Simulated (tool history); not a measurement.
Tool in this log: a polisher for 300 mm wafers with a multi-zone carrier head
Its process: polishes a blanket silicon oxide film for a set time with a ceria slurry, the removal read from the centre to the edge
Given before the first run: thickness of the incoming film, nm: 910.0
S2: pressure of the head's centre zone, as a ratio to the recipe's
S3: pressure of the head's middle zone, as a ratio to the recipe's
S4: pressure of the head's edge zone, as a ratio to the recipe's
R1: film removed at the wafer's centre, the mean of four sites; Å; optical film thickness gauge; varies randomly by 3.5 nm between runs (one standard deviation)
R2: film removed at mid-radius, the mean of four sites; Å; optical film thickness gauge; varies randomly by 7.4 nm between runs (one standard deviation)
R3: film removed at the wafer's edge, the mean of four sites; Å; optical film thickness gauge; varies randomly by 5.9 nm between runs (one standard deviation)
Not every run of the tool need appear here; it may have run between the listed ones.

{"run": 1, "hour": 0.0, "flow of slurry (ml/min)": 295, "S2": 1.0, "S3": 1.0, "S4": 1.0, "polishing time (s)": 46, "R1": 3696.7, "R2": 3758.5, "R3": 3569.5}
{"run": 2, "hour": 6.1, "flow of slurry (ml/min)": 295, "S2": 1.0, "S3": 1.0, "S4": 0.93, "polishing time (s)": 46, "R1": 3711.0, "R2": 3712.4, "R3": 3423.6}
{"run": 3, "hour": 14.5, "flow of slurry (ml/min)": 295, "S2": 1.0, "S3": 0.96, "S4": 0.93, "polishing time (s)": 46, "R1": 3730.8, "R2": 3604.9, "R3": 3412.1}
{"run": 4, "hour": 17.9, "flow of slurry (ml/min)": 295, "S2": 1.0, "S3": 1.04, "S4": 0.93, "polishing time (s)": 46, "R1": 3742.3, "R2": 3944.7, "R3": 3481.1}
{"run": 5, "hour": 19.0, "flow of slurry (ml/min)": 295, "S2": 1.0, "S3": 1.05, "S4": 0.95, "polishing time (s)": 47, "R1": 3857.8, "R2": 3997.4, "R3": 3612.9}
{"run": 6, "hour": 26.2, "flow of slurry (ml/min)": 295, "S2": 0.99, "S3": 1.06, "S4": 0.97, "polishing time (s)": 48, "R1": 3907.0, "R2": 4128.7, "R3": 3625.1}

Estimate the outcome of run 7 from the log above:
{"run": 7, "hour": 29.7, "flow of slurry (ml/min)": 290, "S2": 0.97, "S3": 1.06, "S4": 0.99, "polishing time (s)": 49, "R1": "?", "R2": "?", "R3": "?"}

R1: 3936.4 Å
R2: 4139.0 Å
R3: 3793.5 Å
